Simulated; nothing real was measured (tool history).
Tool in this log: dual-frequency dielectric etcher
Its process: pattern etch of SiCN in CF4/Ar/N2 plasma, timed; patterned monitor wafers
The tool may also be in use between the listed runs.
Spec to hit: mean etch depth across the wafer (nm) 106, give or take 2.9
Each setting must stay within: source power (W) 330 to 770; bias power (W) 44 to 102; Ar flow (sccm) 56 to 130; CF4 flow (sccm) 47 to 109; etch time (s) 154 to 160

run    day  source power (W)  bias power (W)  Ar flow (sccm)  CF4 flow (sccm)  etch time (s)  mean etch depth across the wafer (nm)
  1      0               550              73              93               78            154                                 154.96
  2  0.158               550              73              93               78            154                                 154.48
  3  0.512               550              73              93               88            154                                 156.93
  4  0.754               500              71              94               87            154                                 140.49
  5  0.883               470              70              94               87            154                                 130.04
  6  0.958               450              70              94               87            154                                 124.01
  7   1.15               430              70              94               87            154                                 117.77
  8  1.342               420              70              94               87            154                                 114.79
  9   1.55               410              70              94               87            154                                 110.73

Which of these 4 next moves meets every target?
  A  1.758               420              67              96               92            154                                      ?
  B  1.758               370              76              95               89            160                                      ?
  C  1.758               430              62              97               64          156.5                                      ?
  D  1.758               410              74             111               92            154                                      ?

move  mean etch depth across the wafer (nm)
   A                                 112.83
   B                                  105.1
   C                                 109.93
   D                                 111.19
A: further off than the last run
B: hits every target within its allowed miss
C: nearer than the last run, and not there yet
D: further off than the last run
So the answer is move B, the one that meets all the targets.
